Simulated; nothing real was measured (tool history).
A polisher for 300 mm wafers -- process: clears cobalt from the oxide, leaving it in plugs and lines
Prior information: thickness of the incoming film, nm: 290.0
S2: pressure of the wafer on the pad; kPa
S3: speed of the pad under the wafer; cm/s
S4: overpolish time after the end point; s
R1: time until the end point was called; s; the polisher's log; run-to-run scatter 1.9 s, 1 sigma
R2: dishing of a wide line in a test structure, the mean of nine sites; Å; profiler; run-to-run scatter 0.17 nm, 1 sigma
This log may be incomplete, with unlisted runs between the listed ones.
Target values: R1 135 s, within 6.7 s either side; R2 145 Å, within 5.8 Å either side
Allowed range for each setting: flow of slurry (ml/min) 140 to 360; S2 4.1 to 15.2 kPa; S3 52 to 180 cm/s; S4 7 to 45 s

{"run": 1, "hour": 0.0, "flow of slurry (ml/min)": 230, "S2": 9.7, "S3": 116, "S4": 23, "R1": 87.12, "R2": 450.98}
{"run": 2, "hour": 0.8, "flow of slurry (ml/min)": 210, "S2": 8.3, "S3": 106, "S4": 18, "R1": 110.81, "R2": 348.6}
{"run": 3, "hour": 3.3, "flow of slurry (ml/min)": 190, "S2": 6.9, "S3": 106, "S4": 15, "R1": 129.5, "R2": 278.97}
{"run": 4, "hour": 8.9, "flow of slurry (ml/min)": 190, "S2": 6.9, "S3": 130, "S4": 15, "R1": 109.94, "R2": 305.71}
{"run": 5, "hour": 10.8, "flow of slurry (ml/min)": 190, "S2": 4.1, "S3": 130, "S4": 15, "R1": 160.91, "R2": 231.16}
{"run": 6, "hour": 13.0, "flow of slurry (ml/min)": 190, "S2": 4.1, "S3": 130, "S4": 20, "R1": 167.69, "R2": 287.01}
{"run": 7, "hour": 17.6, "flow of slurry (ml/min)": 240, "S2": 4.1, "S3": 126, "S4": 16, "R1": 169.16, "R2": 240.43}
{"run": 8, "hour": 24.5, "flow of slurry (ml/min)": 275, "S2": 4.1, "S3": 128, "S4": 13, "R1": 166.99, "R2": 210.43}
{"run": 9, "hour": 32.6, "flow of slurry (ml/min)": 275, "S2": 4.1, "S3": 128, "S4": 13, "R1": 164.01, "R2": 209.8}
{"run": 10, "hour": 37.3, "flow of slurry (ml/min)": 300, "S2": 4.1, "S3": 132, "S4": 11, "R1": 158.67, "R2": 188.75}
{"run": 11, "hour": 39.0, "flow of slurry (ml/min)": 320, "S2": 4.1, "S3": 136, "S4": 10, "R1": 151.99, "R2": 176.14}
{"run": 12, "hour": 47.2, "flow of slurry (ml/min)": 330, "S2": 4.1, "S3": 140, "S4": 9, "R1": 147.31, "R2": 170.67}
{"run": 13, "hour": 48.3, "flow of slurry (ml/min)": 340, "S2": 4.1, "S3": 142, "S4": 8, "R1": 145.22, "R2": 152.76}

Which of these 4 next moves meets every target?
{"run": "A", "hour": 49.4, "flow of slurry (ml/min)": 355, "S2": 4.8, "S3": 148, "S4": 7, "R1": "?", "R2": "?"}
{"run": "B", "hour": 49.4, "flow of slurry (ml/min)": 360, "S2": 4.1, "S3": 140, "S4": 7, "R1": "?", "R2": "?"}
{"run": "C", "hour": 49.4, "flow of slurry (ml/min)": 360, "S2": 4.1, "S3": 138, "S4": 7, "R1": "?", "R2": "?"}
{"run": "D", "hour": 49.4, "flow of slurry (ml/min)": 360, "S2": 4.1, "S3": 156, "S4": 7, "R1": "?", "R2": "?"}

move=A R1=123.29 R2=157.32
move=B R1=146.51 R2=135.48
move=C R1=148.38 R2=133.98
move=D R1=133.1 R2=147.3
A: the result that was furthest off in the last run now lies on the other side of its target
B: misses by more than the last run did
C: misses by more than the last run did
D: each result inside its tolerance
The right move is D.
